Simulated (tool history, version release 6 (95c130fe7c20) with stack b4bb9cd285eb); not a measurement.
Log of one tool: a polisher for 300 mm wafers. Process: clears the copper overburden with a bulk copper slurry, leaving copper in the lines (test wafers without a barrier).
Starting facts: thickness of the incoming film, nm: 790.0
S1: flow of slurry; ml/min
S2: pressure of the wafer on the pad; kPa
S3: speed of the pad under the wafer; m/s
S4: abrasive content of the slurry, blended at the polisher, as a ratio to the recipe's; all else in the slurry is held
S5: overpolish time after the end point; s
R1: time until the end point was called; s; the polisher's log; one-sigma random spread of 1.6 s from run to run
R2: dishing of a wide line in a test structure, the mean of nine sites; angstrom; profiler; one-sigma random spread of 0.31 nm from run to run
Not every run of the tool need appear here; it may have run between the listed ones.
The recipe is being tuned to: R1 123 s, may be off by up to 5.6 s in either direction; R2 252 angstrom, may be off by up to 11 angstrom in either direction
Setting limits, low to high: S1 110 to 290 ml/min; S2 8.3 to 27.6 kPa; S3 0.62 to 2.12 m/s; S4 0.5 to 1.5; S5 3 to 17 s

run,day,S1,S2,S3,S4,S5,R1,R2
1,0,185,17.9,1.36,1,9,67.481,511.35
2,0.188,185,17.9,1.04,1,9,86.918,431.44
3,0.325,170,17.9,1.04,1,9,88.218,442.34
4,0.683,150,17.9,1.04,1,9,93.154,411.92
5,0.871,155,16.5,1.04,1,7,95.259,335.12
6,1.229,155,16.5,1.04,1,9,98.19,400.62
7,1.538,155,15.2,1.04,1,8,105.62,339.09
8,1.783,150,14.5,1.04,1,7,110.18,300.09
9,2.054,145,13.8,1.04,1,7,117.72,290.87
10,2.117,145,13.8,1.04,1,7,119.26,287.91
11,2.188,140,13.8,1.04,1,7,119.62,284.26
12,2.462,135,13.8,1.04,1,7,121.09,278.54
13,2.75,130,13.8,1.04,1,7,121.2,278.22
14,2.804,125,13.8,1.04,1,7,123.27,279.75

Pick the move, out of 4, that brings all results within their allowed miss; only one does.
A,2.858,130,11.7,1.22,1,6,?,?
B,2.858,145,13.8,1.04,0.75,9,?,?
C,2.858,135,13.1,1.06,1,7,?,?
D,2.858,125,12.4,1.02,0.95,7,?,?

move,R1,R2
A,121.18,251.63
B,123.09,340.94
C,123.61,281.16
D,138.6,256.38
A: all results in spec
B: its largest miss is bigger than the last run's
C: its largest miss is bigger than the last run's
D: puts the biggest miss on target and leaves a different result outside tolerance
Answer: A
